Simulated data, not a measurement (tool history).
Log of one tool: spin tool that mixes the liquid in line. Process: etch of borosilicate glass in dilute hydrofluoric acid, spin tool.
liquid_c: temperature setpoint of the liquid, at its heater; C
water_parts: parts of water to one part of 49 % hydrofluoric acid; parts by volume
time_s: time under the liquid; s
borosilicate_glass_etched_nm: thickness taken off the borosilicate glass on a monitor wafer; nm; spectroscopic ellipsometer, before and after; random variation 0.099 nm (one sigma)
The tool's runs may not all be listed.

run 1 hour=0.0 | liquid_c=21.0 water_parts=150 time_s=50 | borosilicate_glass_etched_nm=9.1681
run 2 hour=1.7 | liquid_c=21.0 water_parts=150 time_s=50 | borosilicate_glass_etched_nm=9.2442
run 3 hour=4.0 | liquid_c=21.0 water_parts=150 time_s=40 | borosilicate_glass_etched_nm=7.3056
run 4 hour=12.7 | liquid_c=21.0 water_parts=150 time_s=50 | borosilicate_glass_etched_nm=9.0432
run 5 hour=13.9 | liquid_c=21.0 water_parts=195 time_s=50 | borosilicate_glass_etched_nm=6.7258
run 6 hour=18.7 | liquid_c=23.0 water_parts=195 time_s=50 | borosilicate_glass_etched_nm=7.2184
run 7 hour=27.0 | liquid_c=24.0 water_parts=180 time_s=50 | borosilicate_glass_etched_nm=8.2141
run 8 hour=31.8 | liquid_c=25.0 water_parts=170 time_s=50 | borosilicate_glass_etched_nm=9.2513
run 9 hour=32.7 | liquid_c=26.0 water_parts=165 time_s=50 | borosilicate_glass_etched_nm=9.9264
run 10 hour=40.3 | liquid_c=26.5 water_parts=160 time_s=50 | borosilicate_glass_etched_nm=10.3730

The next listed run, before its measurement:
run 11 hour=44.6 | liquid_c=27.0 water_parts=155 time_s=50 | borosilicate_glass_etched_nm=?

Run 11 gave borosilicate_glass_etched_nm 11.0610 nm.

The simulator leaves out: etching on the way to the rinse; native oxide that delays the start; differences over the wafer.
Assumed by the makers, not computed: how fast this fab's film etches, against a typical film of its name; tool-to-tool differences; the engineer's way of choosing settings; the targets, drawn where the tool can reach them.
